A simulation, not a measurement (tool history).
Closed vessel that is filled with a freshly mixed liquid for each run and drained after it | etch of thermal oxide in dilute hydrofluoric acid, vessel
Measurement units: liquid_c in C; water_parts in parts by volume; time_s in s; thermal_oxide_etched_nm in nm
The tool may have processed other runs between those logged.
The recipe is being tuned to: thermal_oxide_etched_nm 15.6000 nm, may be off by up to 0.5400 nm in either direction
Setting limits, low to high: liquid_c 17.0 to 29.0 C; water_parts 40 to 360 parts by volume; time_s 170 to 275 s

run	day	liquid_c	water_parts	time_s	thermal_oxide_etched_nm
1	0.000	21.0	200	275	5.4514
2	0.317	17.5	200	275	4.8052
3	0.371	20.0	170	275	6.2880
4	0.667	20.0	170	170	3.8803
5	0.762	22.0	140	195	6.1258
6	1.012	23.5	115	215	8.7661
7	1.338	25.0	105	215	10.4330
8	1.508	29.0	70	220	19.4790
9	1.825	29.0	70	220	19.4950
10	2.200	28.5	70	220	19.5940
11	2.479	28.0	70	220	18.7670
12	2.592	27.5	70	220	18.0730
13	2.750	27.0	70	220	18.0940

Below are 4 possible settings for the next run. Only one of them brings all results inside the allowed miss of their targets. Which is it?
A	2.908	23.5	60	175	?
B	2.908	27.5	70	275	?
C	2.908	24.5	90	275	?
D	2.908	26.5	70	175	?

move	thermal_oxide_etched_nm
A	14.9410
B	23.3160
C	15.6840
D	14.2630
A: pushes the last run's worst result past its target
B: misses by more than the last run did
C: every result within its allowed miss
D: pushes the last run's worst result past its target
C is the move that brings every result within its allowed miss.
